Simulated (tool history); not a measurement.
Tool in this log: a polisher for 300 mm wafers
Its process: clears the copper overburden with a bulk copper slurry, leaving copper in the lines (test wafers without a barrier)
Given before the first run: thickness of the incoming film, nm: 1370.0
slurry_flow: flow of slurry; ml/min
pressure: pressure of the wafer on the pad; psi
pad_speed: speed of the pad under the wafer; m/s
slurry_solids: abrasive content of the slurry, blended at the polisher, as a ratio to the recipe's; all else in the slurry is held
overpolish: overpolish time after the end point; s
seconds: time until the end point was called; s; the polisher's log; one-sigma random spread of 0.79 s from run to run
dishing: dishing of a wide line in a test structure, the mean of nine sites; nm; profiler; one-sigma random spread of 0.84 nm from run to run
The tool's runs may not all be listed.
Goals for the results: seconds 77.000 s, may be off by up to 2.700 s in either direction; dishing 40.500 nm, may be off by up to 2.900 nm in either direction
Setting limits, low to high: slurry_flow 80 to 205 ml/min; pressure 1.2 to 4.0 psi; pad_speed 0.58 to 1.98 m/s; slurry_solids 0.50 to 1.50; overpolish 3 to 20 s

run	hour	slurry_flow	pressure	pad_speed	slurry_solids	overpolish	seconds	dishing
1	0.0	135	2.6	1.28	1.00	10	159.640	43.479
2	5.3	135	2.6	1.28	0.95	10	157.800	45.254
3	7.2	155	2.6	1.28	0.95	10	156.970	44.918
4	10.8	145	3.0	1.34	1.15	8	127.780	44.689
5	12.2	145	3.6	1.34	1.15	8	106.690	50.659
6	20.7	145	3.6	1.64	1.15	8	87.592	53.107
7	25.8	135	3.6	1.72	1.15	6	86.671	48.392
8	26.6	145	3.5	1.80	1.15	5	83.354	43.054
# hour 34.9: worn pad replaced by a new one
9	34.9	155	3.5	1.80	1.15	5	76.621	47.141

Of the 5 settings listed for the next run, only one would bring every result within its allowed miss of target. Which one?
A	43.2	115	3.4	1.98	1.00	5	?	?
B	43.2	155	3.8	1.82	1.05	3	?	?
C	43.2	170	3.3	1.86	1.05	6	?	?
D	43.2	150	3.7	1.66	1.20	4	?	?
E	43.2	145	4.0	1.68	1.10	3	?	?

move	seconds	dishing
A	77.916	45.178
B	70.290	35.198
C	77.789	49.641
D	77.022	40.033
E	72.315	34.590
A: nearer than the last run, and not there yet
B: takes the result that was furthest off past its target
C: its largest miss is bigger than the last run's
D: each result inside its tolerance
E: takes the result that was furthest off past its target
The move that meets every target is D.
